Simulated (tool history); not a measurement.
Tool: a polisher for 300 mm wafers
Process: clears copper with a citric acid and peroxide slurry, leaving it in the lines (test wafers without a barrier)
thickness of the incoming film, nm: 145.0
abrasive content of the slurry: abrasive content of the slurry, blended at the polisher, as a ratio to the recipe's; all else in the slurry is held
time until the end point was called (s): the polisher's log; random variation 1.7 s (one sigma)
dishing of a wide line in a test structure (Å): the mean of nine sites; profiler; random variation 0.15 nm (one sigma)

run	day	flow of slurry (ml/min)	pressure of the wafer on the pad (psi)	speed of the pad under the wafer (cm/s)	abrasive content of the slurry	overpolish time after the end point (s)	time until the end point was called (s)	dishing of a wide line in a test structure (Å)
1	0	285	2.4	108	1	22	82.607	213.2
2	0.3	285	2.2	108	1	17	91.78	168.81
3	0.562	285	2.1	108	1	14	92.677	137.74
4	0.767	285	2	108	1	13	97.473	127.93
5	0.796	255	2	108	1	13	100.39	124.24
6	1.021	245	2	108	1	13	99.957	124.41

The next listed run, before its measurement:
7	1.204	240	2	108	1	13	?	?

time until the end point was called (s): 100.21
dishing of a wide line in a test structure (Å): 120.48
